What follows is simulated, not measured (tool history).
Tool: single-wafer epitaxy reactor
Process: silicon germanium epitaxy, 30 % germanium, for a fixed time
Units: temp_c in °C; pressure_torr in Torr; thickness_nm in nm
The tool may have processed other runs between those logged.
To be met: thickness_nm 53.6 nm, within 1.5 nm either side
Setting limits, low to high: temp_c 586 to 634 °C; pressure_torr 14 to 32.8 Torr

Run 1, hour 0: temp_c 610 °C, pressure_torr 23.4 Torr. Result: thickness_nm 66.492 nm.
Run 2, hour 5.4: temp_c 615 °C, pressure_torr 23.4 Torr. Result: thickness_nm 73.473 nm.
Run 3, hour 13.1: temp_c 610 °C, pressure_torr 23.2 Torr. Result: thickness_nm 66.276 nm.
Run 4, hour 21.9: temp_c 610 °C, pressure_torr 25.9 Torr. Result: thickness_nm 69.754 nm.
Run 5, hour 25.4: temp_c 604 °C, pressure_torr 25.9 Torr. Result: thickness_nm 61.633 nm.
Run 6, hour 27.6: temp_c 602 °C, pressure_torr 25.8 Torr. Result: thickness_nm 59.015 nm.
Run 7, hour 30: temp_c 600 °C, pressure_torr 25.7 Torr. Result: thickness_nm 56.67 nm.
Run 8, hour 31.7: temp_c 599 °C, pressure_torr 25.7 Torr. Result: thickness_nm 55.507 nm.

Exactly one of the 5 candidate moves below puts every result within its allowed miss. Which one?
Run A, hour 33.4: temp_c 598 °C, pressure_torr 24.5 Torr. Result: thickness_nm ?.
Run B, hour 33.4: temp_c 592 °C, pressure_torr 27.8 Torr. Result: thickness_nm ?.
Run C, hour 33.4: temp_c 593 °C, pressure_torr 26.4 Torr. Result: thickness_nm ?.
Run D, hour 33.4: temp_c 595 °C, pressure_torr 24.2 Torr. Result: thickness_nm ?.
Run E, hour 33.4: temp_c 595 °C, pressure_torr 25.2 Torr. Result: thickness_nm ?.

move  thickness_nm
   A         53.46
   B        49.922
   C        49.853
   D        50.045
   E        50.914
A: each result inside its tolerance
B: moves the result that the last run missed by most past its target, out the other side
C: moves the result that the last run missed by most past its target, out the other side
D: moves the result that the last run missed by most past its target, out the other side
E: moves the result that the last run missed by most past its target, out the other side
The right move is A.

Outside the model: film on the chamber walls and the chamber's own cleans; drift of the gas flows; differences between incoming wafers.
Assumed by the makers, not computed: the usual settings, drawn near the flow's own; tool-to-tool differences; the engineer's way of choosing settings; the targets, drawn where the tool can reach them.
